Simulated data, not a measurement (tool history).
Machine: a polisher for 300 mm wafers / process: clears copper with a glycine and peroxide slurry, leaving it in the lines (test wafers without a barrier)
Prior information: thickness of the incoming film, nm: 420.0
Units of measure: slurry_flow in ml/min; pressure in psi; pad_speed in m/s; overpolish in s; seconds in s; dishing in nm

{"run": 1, "day": 0.0, "slurry_flow": 160, "pressure": 1.8, "pad_speed": 0.82, "overpolish": 21, "seconds": 132.33, "dishing": 37.407}
{"run": 2, "day": 0.3, "slurry_flow": 160, "pressure": 1.8, "pad_speed": 0.82, "overpolish": 26, "seconds": 132.99, "dishing": 48.174}
{"run": 3, "day": 0.45, "slurry_flow": 160, "pressure": 1.8, "pad_speed": 0.82, "overpolish": 34, "seconds": 131.83, "dishing": 55.802}
{"run": 4, "day": 0.742, "slurry_flow": 195, "pressure": 1.8, "pad_speed": 0.82, "overpolish": 34, "seconds": 127.81, "dishing": 59.093}
{"run": 5, "day": 0.8, "slurry_flow": 195, "pressure": 1.9, "pad_speed": 0.82, "overpolish": 34, "seconds": 129.39, "dishing": 58.428}
{"run": 6, "day": 0.942, "slurry_flow": 195, "pressure": 2, "pad_speed": 0.86, "overpolish": 34, "seconds": 119.11, "dishing": 63.345}
{"run": 7, "day": 1.046, "slurry_flow": 195, "pressure": 2.1, "pad_speed": 0.88, "overpolish": 34, "seconds": 113.54, "dishing": 64.269}
{"run": 8, "day": 1.192, "slurry_flow": 195, "pressure": 2.1, "pad_speed": 0.88, "overpolish": 34, "seconds": 111.54, "dishing": 64.478}

What will run 9 give?
{"run": 9, "day": 1.317, "slurry_flow": 195, "pressure": 2.2, "pad_speed": 0.9, "overpolish": 34, "seconds": "?", "dishing": "?"}

seconds: 101.93 s
dishing: 68.265 nm

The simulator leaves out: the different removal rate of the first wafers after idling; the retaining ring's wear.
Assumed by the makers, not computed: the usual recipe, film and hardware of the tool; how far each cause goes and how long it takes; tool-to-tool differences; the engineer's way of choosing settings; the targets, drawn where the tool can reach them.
